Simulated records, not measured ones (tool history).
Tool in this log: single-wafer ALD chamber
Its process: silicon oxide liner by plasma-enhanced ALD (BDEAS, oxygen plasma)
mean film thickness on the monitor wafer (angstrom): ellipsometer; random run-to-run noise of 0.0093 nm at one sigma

| run | hour | heater temperature setpoint (deg C) | number of ALD cycles (cycles) | mean film thickness on the monitor wafer (angstrom) |
|---|---|---|---|---|
| 1 | 0 | 325 | 47 | 39.048 |
| 2 | 4.9 | 325 | 53 | 44.2 |
| 3 | 8.8 | 325 | 47 | 39.136 |
| 4 | 10.7 | 325 | 46 | 38.154 |
| 5 | 15.8 | 325 | 45 | 37.359 |
| 6 | 24.6 | 325 | 44 | 36.62 |

Run 7 comes next. What will it give?
| 7 | 26.4 | 325 | 43 | ? |

{"run 7": {"mean film thickness on the monitor wafer (angstrom)": 35.894}}
